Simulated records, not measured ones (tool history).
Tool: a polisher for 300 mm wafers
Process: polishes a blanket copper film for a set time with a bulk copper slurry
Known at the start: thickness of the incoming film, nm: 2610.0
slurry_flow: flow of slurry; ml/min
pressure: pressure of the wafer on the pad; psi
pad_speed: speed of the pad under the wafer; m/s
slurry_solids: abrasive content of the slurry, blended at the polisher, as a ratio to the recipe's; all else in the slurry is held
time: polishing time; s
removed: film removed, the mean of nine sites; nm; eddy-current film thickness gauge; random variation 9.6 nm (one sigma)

Run 1, day 0: slurry_flow 220 ml/min, pressure 3.1 psi, pad_speed 1.4 m/s, slurry_solids 1, time 85 s. Result: removed 1198.9 nm.
Run 2, day 0.279: slurry_flow 220 ml/min, pressure 3.7 psi, pad_speed 1.4 m/s, slurry_solids 1, time 85 s. Result: removed 1400.3 nm.
Run 3, day 0.45: slurry_flow 190 ml/min, pressure 3.7 psi, pad_speed 1.4 m/s, slurry_solids 1, time 85 s. Result: removed 1409.5 nm.
Run 4, day 0.554: slurry_flow 190 ml/min, pressure 3.7 psi, pad_speed 1.4 m/s, slurry_solids 0.9, time 85 s. Result: removed 1355 nm.
Run 5, day 0.7: slurry_flow 190 ml/min, pressure 3.4 psi, pad_speed 1.4 m/s, slurry_solids 0.9, time 85 s. Result: removed 1258.9 nm.
At day 1.008: slurry blender recalibrated.
Run 6, day 1.008: slurry_flow 190 ml/min, pressure 4.1 psi, pad_speed 1.4 m/s, slurry_solids 0.9, time 85 s. Result: removed 1650.2 nm.
Run 7, day 1.042: slurry_flow 190 ml/min, pressure 3.8 psi, pad_speed 1.4 m/s, slurry_solids 0.9, time 85 s. Result: removed 1525.8 nm.

Run 8 comes next. What will it give?
Run 8, day 1.233: slurry_flow 185 ml/min, pressure 2.9 psi, pad_speed 1.34 m/s, slurry_solids 0.9, time 85 s. Result: removed ?.

Run 8 gave removed 1103.3 nm.

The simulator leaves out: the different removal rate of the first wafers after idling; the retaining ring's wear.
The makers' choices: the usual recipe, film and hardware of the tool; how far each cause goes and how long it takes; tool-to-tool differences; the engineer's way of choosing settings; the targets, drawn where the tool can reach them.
